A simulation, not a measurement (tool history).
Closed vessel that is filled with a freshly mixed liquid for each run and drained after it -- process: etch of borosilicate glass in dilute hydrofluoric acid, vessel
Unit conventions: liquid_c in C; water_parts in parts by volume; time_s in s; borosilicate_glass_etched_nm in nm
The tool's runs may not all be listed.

run  hour  liquid_c  water_parts  time_s  borosilicate_glass_etched_nm
  1     0        24           90     100                        42.655
  2   6.1      24.5           90     100                        43.427
  3    11        25           90     100                        45.376
  4  13.3      25.5           90     100                        45.623
  5  19.9      25.5           70     100                         60.17
  6  26.5      25.5           95     100                        43.135
  7  33.1        26           95     100                        43.438
  8  37.4      26.5           95     100                        44.584
  9  43.6        27           95     100                        45.422
 10  49.3      27.5           95     100                        46.519
 11    58        28           95     100                        46.302

For run 12, what comes out?
 12    62      28.5           95     100                             ?

{"run 12": {"borosilicate_glass_etched_nm": 47.026}}
